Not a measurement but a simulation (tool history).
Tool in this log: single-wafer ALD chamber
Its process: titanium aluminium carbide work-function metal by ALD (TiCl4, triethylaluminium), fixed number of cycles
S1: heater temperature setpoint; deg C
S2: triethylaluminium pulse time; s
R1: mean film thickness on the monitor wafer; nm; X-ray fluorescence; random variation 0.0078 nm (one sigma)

{"run": 1, "hour": 0.0, "S1": 280, "S2": 7.54, "R1": 1.8786}
{"run": 2, "hour": 8.0, "S1": 280, "S2": 9.3, "R1": 1.976}
{"run": 3, "hour": 13.4, "S1": 284, "S2": 9.78, "R1": 1.996}
{"run": 4, "hour": 20.1, "S1": 288, "S2": 10.66, "R1": 2.0561}
{"run": 5, "hour": 27.5, "S1": 293, "S2": 10.66, "R1": 2.1094}
{"run": 6, "hour": 36.1, "S1": 283, "S2": 10.66, "R1": 2.0149}

The next listed run, before its measurement:
{"run": 7, "hour": 37.0, "S1": 287, "S2": 11.2, "R1": "?"}

Run 7 came out at R1 2.0584 nm.
